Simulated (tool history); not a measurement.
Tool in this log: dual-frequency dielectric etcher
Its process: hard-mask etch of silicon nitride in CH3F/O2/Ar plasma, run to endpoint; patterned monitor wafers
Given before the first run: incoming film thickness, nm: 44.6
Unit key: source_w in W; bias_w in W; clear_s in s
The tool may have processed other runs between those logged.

run,hour,source_w,bias_w,clear_s
1,0.0,470,69,65.710
2,4.5,470,78,63.293
3,8.5,440,78,66.283
4,16.1,480,78,61.564
5,23.9,550,78,57.688
6,32.7,550,69,60.267

For run 7, what comes out?
7,41.4,520,68,?

{"run 7": {"clear_s": 61.391}}

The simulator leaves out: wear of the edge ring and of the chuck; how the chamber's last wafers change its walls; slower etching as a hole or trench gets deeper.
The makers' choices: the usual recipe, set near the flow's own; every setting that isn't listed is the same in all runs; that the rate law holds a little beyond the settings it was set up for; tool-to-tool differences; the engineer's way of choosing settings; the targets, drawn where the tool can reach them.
